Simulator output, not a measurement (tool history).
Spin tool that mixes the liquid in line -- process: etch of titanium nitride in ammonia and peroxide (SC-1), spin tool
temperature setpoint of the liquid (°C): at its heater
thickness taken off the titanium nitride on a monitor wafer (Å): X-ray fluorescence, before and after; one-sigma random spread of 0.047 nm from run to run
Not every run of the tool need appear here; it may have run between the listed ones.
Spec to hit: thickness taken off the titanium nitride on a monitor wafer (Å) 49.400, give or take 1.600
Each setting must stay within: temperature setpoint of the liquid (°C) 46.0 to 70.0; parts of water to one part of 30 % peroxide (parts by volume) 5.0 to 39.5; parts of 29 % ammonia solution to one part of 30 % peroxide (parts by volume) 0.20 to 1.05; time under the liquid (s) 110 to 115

run	day	temperature setpoint of the liquid (°C)	parts of water to one part of 30 % peroxide (parts by volume)	parts of 29 % ammonia solution to one part of 30 % peroxide (parts by volume)	time under the liquid (s)	thickness taken off the titanium nitride on a monitor wafer (Å)
1	0.000	62.0	22.0	0.55	110	76.742
2	0.292	61.0	22.0	0.55	110	72.552
3	0.517	61.0	22.0	0.55	110	73.466
4	0.633	60.0	22.0	0.55	110	68.464
5	0.712	66.5	22.0	0.55	110	103.940
6	0.925	59.5	22.0	0.55	110	66.734
7	1.217	58.5	22.0	0.55	110	60.629
8	1.521	58.0	22.0	0.55	110	59.736
9	1.546	57.5	22.0	0.55	110	57.577
# day 1.712: heated supply line repaired
10	1.712	57.0	22.0	0.55	110	72.318
11	1.950	55.5	23.5	0.55	110	62.807
12	2.300	54.5	23.5	0.55	110	58.016
13	2.546	54.0	23.5	0.55	110	57.361
14	2.662	53.5	23.5	0.55	110	54.816
15	2.938	53.0	23.5	0.55	110	53.187
16	3.192	52.5	23.5	0.55	110	51.336

Of the 4 settings listed for the next run, only one would bring every result within its allowed miss of target. Which one?
A	3.446	51.0	18.0	0.45	115	?
B	3.446	50.5	23.0	0.65	110	?
C	3.446	51.0	26.0	0.60	115	?
D	3.446	48.5	15.5	0.60	110	?

move	thickness taken off the titanium nitride on a monitor wafer (Å)
A	53.816
B	46.424
C	46.206
D	49.474
A: lands further from the targets than the last run did
B: takes the biggest miss from the last run beyond its target
C: takes the biggest miss from the last run beyond its target
D: in spec on every target
Move D is the one to make.

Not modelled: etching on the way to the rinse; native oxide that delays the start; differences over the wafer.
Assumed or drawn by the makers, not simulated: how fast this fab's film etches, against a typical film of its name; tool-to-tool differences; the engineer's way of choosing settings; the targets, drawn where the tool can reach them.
